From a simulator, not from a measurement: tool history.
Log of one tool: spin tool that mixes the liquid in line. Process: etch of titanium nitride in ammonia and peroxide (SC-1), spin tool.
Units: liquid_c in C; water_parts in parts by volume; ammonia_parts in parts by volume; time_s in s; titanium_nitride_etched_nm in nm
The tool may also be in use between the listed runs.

run	hour	liquid_c	water_parts	ammonia_parts	time_s	titanium_nitride_etched_nm
1	0.0	50.0	15.5	0.65	295	20.285
2	0.9	50.0	19.0	0.65	295	18.718
3	3.2	43.0	19.0	0.65	295	11.158
4	10.3	47.0	19.0	0.65	295	14.924
5	18.3	50.0	19.0	0.65	295	18.329
6	25.1	52.5	19.0	0.65	295	21.790

Forecast run 7:
7	27.3	54.5	19.0	0.65	295	?

titanium_nitride_etched_nm: 24.965 nm
